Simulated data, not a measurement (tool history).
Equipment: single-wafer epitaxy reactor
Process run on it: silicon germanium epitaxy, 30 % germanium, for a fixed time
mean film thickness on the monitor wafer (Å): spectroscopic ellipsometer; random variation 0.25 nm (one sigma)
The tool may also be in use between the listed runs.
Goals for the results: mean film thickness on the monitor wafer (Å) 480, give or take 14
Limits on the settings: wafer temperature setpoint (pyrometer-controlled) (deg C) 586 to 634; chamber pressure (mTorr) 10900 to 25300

run,hour,wafer temperature setpoint (pyrometer-controlled) (deg C),chamber pressure (mTorr),mean film thickness on the monitor wafer (Å)
1,0,610,18100,659.16
2,8.9,615,18100,726.92
3,11.3,615,16000,692.7
4,18.4,615,18000,728.95
5,25,615,16600,706.55
6,28,615,14200,667.4
7,31.8,613,14100,641
8,36.9,601,13400,512.42
9,38.3,600,13400,506.32

Below are 4 possible settings for the next run. Only one of them brings all results inside the allowed miss of their targets. Which is it?
A,39.7,600,14300,?
B,39.7,604,11800,?
C,39.7,597,13800,?
D,39.7,601,13800,?

move,mean film thickness on the monitor wafer (Å)
A,513.47
B,515.69
C,480.81
D,516.2
A: further off than the last run
B: further off than the last run
C: in spec on every target
D: further off than the last run
C meets every target.
